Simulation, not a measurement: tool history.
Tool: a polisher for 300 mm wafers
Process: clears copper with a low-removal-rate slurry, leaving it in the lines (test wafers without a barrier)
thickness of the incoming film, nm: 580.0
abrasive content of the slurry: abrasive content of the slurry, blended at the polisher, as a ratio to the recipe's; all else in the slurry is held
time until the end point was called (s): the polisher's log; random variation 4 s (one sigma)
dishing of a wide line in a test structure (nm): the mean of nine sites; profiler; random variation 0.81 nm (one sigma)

run    day  flow of slurry (ml/min)  pressure of the wafer on the pad (psi)  speed of the pad under the wafer (cm/s)  abrasive content of the slurry  overpolish time after the end point (s)  time until the end point was called (s)  dishing of a wide line in a test structure (nm)
  1      0                      135                                     3.6                                       96                               1                                       30                                   170.09                                           58.244
  2  0.254                      130                                     2.9                                       90                               1                                       31                                   226.45                                           45.844
  3  0.492                      100                                     2.9                                       90                               1                                       31                                   242.37                                           44.876
  4  0.592                       95                                     2.5                                       90                               1                                       32                                   294.03                                           41.329
  5  0.942                       90                                     2.3                                       90                               1                                       31                                   313.94                                           37.023
  6  1.171                       90                                     2.2                                       90                               1                                       31                                    331.8                                           35.368
  7  1.308                       90                                     2.1                                       90                               1                                       31                                   347.53                                           32.254
  8  1.458                       90                                     2.1                                       90                               1                                       32                                   342.46                                           33.357

Run 9 comes next. What will it give?
  9  1.596                       85                                     1.8                                       90                               1                                       34                                        ?                                                ?

{"run 9": {"time until the end point was called (s)": 407.63, "dishing of a wide line in a test structure (nm)": 31.051}}
